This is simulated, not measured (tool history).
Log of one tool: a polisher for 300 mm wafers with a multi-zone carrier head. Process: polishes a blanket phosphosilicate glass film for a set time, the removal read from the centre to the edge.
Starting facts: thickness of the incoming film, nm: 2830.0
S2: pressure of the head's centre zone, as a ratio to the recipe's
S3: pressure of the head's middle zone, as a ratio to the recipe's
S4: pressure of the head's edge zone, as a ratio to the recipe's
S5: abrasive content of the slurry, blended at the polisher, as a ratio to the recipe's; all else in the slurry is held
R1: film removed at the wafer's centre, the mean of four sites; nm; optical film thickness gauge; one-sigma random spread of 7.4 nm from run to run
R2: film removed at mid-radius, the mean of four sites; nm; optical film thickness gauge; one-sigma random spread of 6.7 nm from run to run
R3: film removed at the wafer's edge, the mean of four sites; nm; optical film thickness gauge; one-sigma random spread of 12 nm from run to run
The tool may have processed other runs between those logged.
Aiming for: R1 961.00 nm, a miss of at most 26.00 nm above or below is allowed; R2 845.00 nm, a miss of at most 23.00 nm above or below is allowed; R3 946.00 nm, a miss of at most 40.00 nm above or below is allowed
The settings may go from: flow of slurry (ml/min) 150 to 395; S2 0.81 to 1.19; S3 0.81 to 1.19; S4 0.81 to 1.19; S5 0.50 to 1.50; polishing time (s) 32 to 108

Run 1, hour 0.0: flow of slurry (ml/min) 250, S2 1.00, S3 1.00, S4 1.00, S5 1.00, polishing time (s) 70. Result: R1 684.12 nm, R2 664.60 nm, R3 696.73 nm.
Run 2, hour 1.7: flow of slurry (ml/min) 255, S2 1.02, S3 1.00, S4 1.03, S5 1.10, polishing time (s) 70. Result: R1 719.24 nm, R2 706.01 nm, R3 735.63 nm.
Run 3, hour 8.6: flow of slurry (ml/min) 255, S2 1.02, S3 0.92, S4 1.03, S5 1.10, polishing time (s) 70. Result: R1 723.89 nm, R2 660.53 nm, R3 730.44 nm.
Run 4, hour 15.0: flow of slurry (ml/min) 260, S2 1.04, S3 0.92, S4 1.06, S5 1.20, polishing time (s) 70. Result: R1 762.79 nm, R2 690.94 nm, R3 779.23 nm.
Run 5, hour 18.5: flow of slurry (ml/min) 270, S2 1.07, S3 0.93, S4 1.08, S5 1.25, polishing time (s) 70. Result: R1 817.83 nm, R2 718.21 nm, R3 789.04 nm.
Run 6, hour 25.0: flow of slurry (ml/min) 245, S2 1.07, S3 0.93, S4 1.08, S5 1.25, polishing time (s) 70. Result: R1 786.09 nm, R2 692.63 nm, R3 783.79 nm.
Run 7, hour 33.0: flow of slurry (ml/min) 245, S2 1.07, S3 0.93, S4 1.08, S5 1.25, polishing time (s) 70. Result: R1 795.06 nm, R2 707.05 nm, R3 776.93 nm.
Run 8, hour 33.9: flow of slurry (ml/min) 265, S2 1.07, S3 0.93, S4 1.10, S5 1.30, polishing time (s) 70. Result: R1 820.80 nm, R2 723.84 nm, R3 799.61 nm.
Run 9, hour 35.4: flow of slurry (ml/min) 265, S2 1.07, S3 0.93, S4 1.10, S5 1.30, polishing time (s) 70. Result: R1 808.96 nm, R2 712.60 nm, R3 811.22 nm.
Run 10, hour 38.2: flow of slurry (ml/min) 280, S2 1.08, S3 0.94, S4 1.11, S5 1.35, polishing time (s) 70. Result: R1 836.52 nm, R2 743.95 nm, R3 825.92 nm.
Run 11, hour 38.9: flow of slurry (ml/min) 260, S2 1.11, S3 0.95, S4 1.17, S5 1.50, polishing time (s) 75. Result: R1 963.42 nm, R2 817.88 nm, R3 936.88 nm.
Run 12, hour 42.6: flow of slurry (ml/min) 265, S2 1.11, S3 0.95, S4 1.17, S5 1.50, polishing time (s) 75. Result: R1 949.29 nm, R2 812.65 nm, R3 951.10 nm.

Pick the move, out of 4, that brings all results within their allowed miss; only one does.
Run A, hour 46.3: flow of slurry (ml/min) 315, S2 1.10, S3 0.88, S4 1.19, S5 1.50, polishing time (s) 73. Result: R1 ?, R2 ?, R3 ?.
Run B, hour 46.3: flow of slurry (ml/min) 300, S2 1.07, S3 1.06, S4 1.09, S5 1.50, polishing time (s) 77. Result: R1 ?, R2 ?, R3 ?.
Run C, hour 46.3: flow of slurry (ml/min) 250, S2 1.12, S3 1.01, S4 1.19, S5 1.45, polishing time (s) 77. Result: R1 ?, R2 ?, R3 ?.
Run D, hour 46.3: flow of slurry (ml/min) 205, S2 1.02, S3 0.82, S4 1.19, S5 1.40, polishing time (s) 83. Result: R1 ?, R2 ?, R3 ?.

move      R1      R2      R3
   A  937.81  780.75  938.06
   B  957.73  913.45  940.66
   C  967.68  858.26  957.42
   D  907.26  789.24  999.24
A: moves away from the targets compared with the last run
B: moves the result that the last run missed by most past its target, out the other side
C: each result inside its tolerance
D: moves away from the targets compared with the last run
C meets every target.
